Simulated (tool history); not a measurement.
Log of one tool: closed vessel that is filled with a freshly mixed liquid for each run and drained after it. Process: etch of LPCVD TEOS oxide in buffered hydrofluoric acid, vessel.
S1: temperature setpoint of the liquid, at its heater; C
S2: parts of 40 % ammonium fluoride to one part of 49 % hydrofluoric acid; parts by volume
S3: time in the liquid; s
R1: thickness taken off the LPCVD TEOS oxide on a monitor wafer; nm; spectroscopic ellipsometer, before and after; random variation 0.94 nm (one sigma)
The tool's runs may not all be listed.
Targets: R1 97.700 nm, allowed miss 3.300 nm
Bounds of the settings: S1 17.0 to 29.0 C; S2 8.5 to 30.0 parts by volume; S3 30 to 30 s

{"run": 1, "hour": 0.0, "S1": 21.0, "S2": 23.0, "S3": 30, "R1": 39.48}
{"run": 2, "hour": 6.9, "S1": 19.5, "S2": 23.0, "S3": 30, "R1": 35.948}
{"run": 3, "hour": 14.2, "S1": 20.5, "S2": 21.5, "S3": 30, "R1": 40.294}
{"run": 4, "hour": 17.2, "S1": 20.5, "S2": 21.5, "S3": 30, "R1": 40.038}
{"run": 5, "hour": 17.8, "S1": 21.5, "S2": 20.0, "S3": 30, "R1": 44.189}
{"run": 6, "hour": 23.5, "S1": 22.5, "S2": 18.5, "S3": 30, "R1": 50.88}
{"run": 7, "hour": 24.1, "S1": 23.5, "S2": 17.5, "S3": 30, "R1": 56.758}
{"run": 8, "hour": 27.2, "S1": 24.0, "S2": 17.0, "S3": 30, "R1": 59.442}
{"run": 9, "hour": 27.9, "S1": 28.0, "S2": 10.0, "S3": 30, "R1": 123.68}
{"run": 10, "hour": 33.1, "S1": 27.5, "S2": 10.0, "S3": 30, "R1": 120.76}
{"run": 11, "hour": 37.9, "S1": 23.5, "S2": 10.5, "S3": 30, "R1": 93.517}

Which of these 5 next moves meets every target?
{"run": "A", "hour": 42.7, "S1": 26.0, "S2": 13.5, "S3": 30, "R1": "?"}
{"run": "B", "hour": 42.7, "S1": 21.5, "S2": 9.5, "S3": 30, "R1": "?"}
{"run": "C", "hour": 42.7, "S1": 27.0, "S2": 13.0, "S3": 30, "R1": "?"}
{"run": "D", "hour": 42.7, "S1": 23.0, "S2": 9.5, "S3": 30, "R1": "?"}
{"run": "E", "hour": 42.7, "S1": 24.0, "S2": 12.0, "S3": 30, "R1": "?"}

move=A R1=83.642
move=B R1=90.558
move=C R1=91.580
move=D R1=98.367
move=E R1=84.214
A: further off than the last run
B: further off than the last run
C: further off than the last run
D: meets every target
E: further off than the last run
Answer: D
